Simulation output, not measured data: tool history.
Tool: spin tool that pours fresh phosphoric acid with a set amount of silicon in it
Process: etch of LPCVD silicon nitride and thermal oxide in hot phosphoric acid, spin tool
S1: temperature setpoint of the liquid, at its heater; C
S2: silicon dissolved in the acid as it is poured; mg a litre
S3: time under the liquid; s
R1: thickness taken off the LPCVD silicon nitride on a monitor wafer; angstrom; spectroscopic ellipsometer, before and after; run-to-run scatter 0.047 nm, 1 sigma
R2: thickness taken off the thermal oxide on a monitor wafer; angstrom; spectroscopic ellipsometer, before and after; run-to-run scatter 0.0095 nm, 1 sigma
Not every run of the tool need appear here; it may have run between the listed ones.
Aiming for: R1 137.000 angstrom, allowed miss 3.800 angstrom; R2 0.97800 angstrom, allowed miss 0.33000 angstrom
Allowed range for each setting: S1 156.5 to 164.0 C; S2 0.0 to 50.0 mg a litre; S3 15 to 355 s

run,hour,S1,S2,S3,R1,R2
1,0.0,159.0,28.0,180,122.000,1.90530
2,3.2,159.5,33.5,180,124.300,2.25540
3,7.6,159.5,33.5,135,93.642,1.28580
4,14.0,158.5,38.0,155,103.990,1.15050
# hour 17.1: dissolved silicon flow meter replaced
5,17.1,158.5,38.0,120,80.615,1.25390
6,19.5,159.5,38.0,120,82.776,1.15510
7,22.5,158.5,41.0,145,96.735,0.99330
8,25.6,158.5,43.0,160,107.300,0.95795

Exactly one of the 5 candidate moves below puts every result within its allowed miss. Which one?
A,28.7,159.5,38.0,125,?,?
B,28.7,159.0,42.0,125,?,?
C,28.7,156.5,46.5,220,?,?
D,28.7,156.5,44.5,235,?,?
E,28.7,159.0,45.0,175,?,?

move,R1,R2
A,86.208,1.18130
B,84.767,0.87036
C,137.050,1.02120
D,146.400,1.09600
E,118.670,0.97949
A: misses by more than the last run did
B: misses by more than the last run did
C: every result lands within tolerance
D: takes the biggest miss from the last run beyond its target
E: an improvement on the last run, though not all results are within tolerance
Move C is the one to make.
